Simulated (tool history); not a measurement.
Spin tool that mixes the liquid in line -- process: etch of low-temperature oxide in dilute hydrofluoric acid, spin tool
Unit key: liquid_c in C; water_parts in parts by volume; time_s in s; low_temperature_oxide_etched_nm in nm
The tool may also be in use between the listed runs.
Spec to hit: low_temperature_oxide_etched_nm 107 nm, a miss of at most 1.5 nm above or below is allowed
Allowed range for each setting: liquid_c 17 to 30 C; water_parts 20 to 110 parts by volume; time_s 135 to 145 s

run,day,liquid_c,water_parts,time_s,low_temperature_oxide_etched_nm
1,0,22,60,135,48.442
2,0.104,24.5,50,135,65.476
3,0.321,22.5,50,135,60.373
4,0.579,24,50,135,64.034
5,0.65,26,45,135,78.009
6,0.783,27,45,135,80.542
7,0.933,28,45,135,84.205
8,1.092,28.5,45,135,85.679
9,1.125,29,45,135,87.23
10,1.167,29.5,40,135,101.71
11,1.296,30,40,135,103.22

Exactly one of the 4 candidate moves below puts every result within its allowed miss. Which one?
A,1.425,27.5,35,140,?
B,1.425,29,40,145,?
C,1.425,24.5,35,145,?
D,1.425,30,40,145,?

move,low_temperature_oxide_etched_nm
A,110.89
B,105.96
C,101.55
D,110.26
A: pushes the last run's worst result past its target
B: in spec on every target
C: further off than the last run
D: pushes the last run's worst result past its target
B is the move that brings every result within its allowed miss.
